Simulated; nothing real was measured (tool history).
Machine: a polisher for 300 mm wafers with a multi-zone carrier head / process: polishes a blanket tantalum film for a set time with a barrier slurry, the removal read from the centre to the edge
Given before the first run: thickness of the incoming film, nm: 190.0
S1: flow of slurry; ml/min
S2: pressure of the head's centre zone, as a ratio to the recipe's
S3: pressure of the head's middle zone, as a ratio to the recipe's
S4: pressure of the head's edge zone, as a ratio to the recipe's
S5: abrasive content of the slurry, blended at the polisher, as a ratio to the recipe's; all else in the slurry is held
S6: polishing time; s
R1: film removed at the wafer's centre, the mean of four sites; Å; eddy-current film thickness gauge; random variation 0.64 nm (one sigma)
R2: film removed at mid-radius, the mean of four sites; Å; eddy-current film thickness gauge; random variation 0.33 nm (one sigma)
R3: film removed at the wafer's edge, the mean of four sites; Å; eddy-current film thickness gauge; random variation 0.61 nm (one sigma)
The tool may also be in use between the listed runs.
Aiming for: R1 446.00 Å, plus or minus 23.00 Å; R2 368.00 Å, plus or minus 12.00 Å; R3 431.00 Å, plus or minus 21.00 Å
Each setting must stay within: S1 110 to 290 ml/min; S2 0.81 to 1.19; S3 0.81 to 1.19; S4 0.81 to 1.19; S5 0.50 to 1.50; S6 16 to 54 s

{"run": 1, "hour": 0.0, "S1": 185, "S2": 1.0, "S3": 1.0, "S4": 1.0, "S5": 1.0, "S6": 35, "R1": 561.8, "R2": 550.61, "R3": 568.65}
{"run": 2, "hour": 1.1, "S1": 185, "S2": 1.0, "S3": 1.0, "S4": 0.92, "S5": 1.0, "S6": 35, "R1": 553.24, "R2": 547.16, "R3": 545.57}
{"run": 3, "hour": 8.1, "S1": 175, "S2": 1.01, "S3": 0.95, "S4": 0.91, "S5": 0.85, "S6": 34, "R1": 511.28, "R2": 477.31, "R3": 494.29}
{"run": 4, "hour": 14.9, "S1": 165, "S2": 1.01, "S3": 0.91, "S4": 0.91, "S5": 0.8, "S6": 34, "R1": 484.68, "R2": 448.75, "R3": 469.66}
{"run": 5, "hour": 20.3, "S1": 165, "S2": 1.01, "S3": 0.91, "S4": 0.84, "S5": 0.8, "S6": 34, "R1": 469.77, "R2": 440.31, "R3": 467.0}
{"run": 6, "hour": 27.0, "S1": 165, "S2": 1.05, "S3": 0.91, "S4": 0.84, "S5": 0.8, "S6": 34, "R1": 519.89, "R2": 448.71, "R3": 471.86}
{"run": 7, "hour": 27.5, "S1": 155, "S2": 1.05, "S3": 0.88, "S4": 0.87, "S5": 0.75, "S6": 34, "R1": 472.63, "R2": 411.33, "R3": 457.71}
{"run": 8, "hour": 31.0, "S1": 150, "S2": 1.06, "S3": 0.87, "S4": 0.86, "S5": 0.75, "S6": 34, "R1": 494.1, "R2": 406.23, "R3": 450.32}
{"run": 9, "hour": 37.4, "S1": 140, "S2": 1.05, "S3": 0.86, "S4": 0.86, "S5": 0.75, "S6": 34, "R1": 468.72, "R2": 395.91, "R3": 460.93}
{"run": 10, "hour": 45.9, "S1": 140, "S2": 1.05, "S3": 0.85, "S4": 0.86, "S5": 0.7, "S6": 34, "R1": 458.9, "R2": 384.28, "R3": 435.92}

Which single option among these 4 for the next run brings every result within its allowed miss of target? Just one does.
{"run": "A", "hour": 54.4, "S1": 145, "S2": 1.09, "S3": 0.89, "S4": 0.81, "S5": 0.8, "S6": 33, "R1": "?", "R2": "?", "R3": "?"}
{"run": "B", "hour": 54.4, "S1": 130, "S2": 0.93, "S3": 0.91, "S4": 0.83, "S5": 0.65, "S6": 37, "R1": "?", "R2": "?", "R3": "?"}
{"run": "C", "hour": 54.4, "S1": 110, "S2": 1.1, "S3": 0.86, "S4": 0.9, "S5": 0.85, "S6": 32, "R1": "?", "R2": "?", "R3": "?"}
{"run": "D", "hour": 54.4, "S1": 125, "S2": 1.0, "S3": 0.96, "S4": 0.91, "S5": 0.75, "S6": 33, "R1": "?", "R2": "?", "R3": "?"}

move=A R1=482.65 R2=401.18 R3=424.07
move=B R1=425.15 R2=407.74 R3=430.65
move=C R1=442.64 R2=358.89 R3=418.80
move=D R1=422.07 R2=401.09 R3=423.52
A: the biggest miss grows against the last run
B: the biggest miss grows against the last run
C: every result lands within tolerance
D: the biggest miss grows against the last run
Correct choice: C, which meets every target

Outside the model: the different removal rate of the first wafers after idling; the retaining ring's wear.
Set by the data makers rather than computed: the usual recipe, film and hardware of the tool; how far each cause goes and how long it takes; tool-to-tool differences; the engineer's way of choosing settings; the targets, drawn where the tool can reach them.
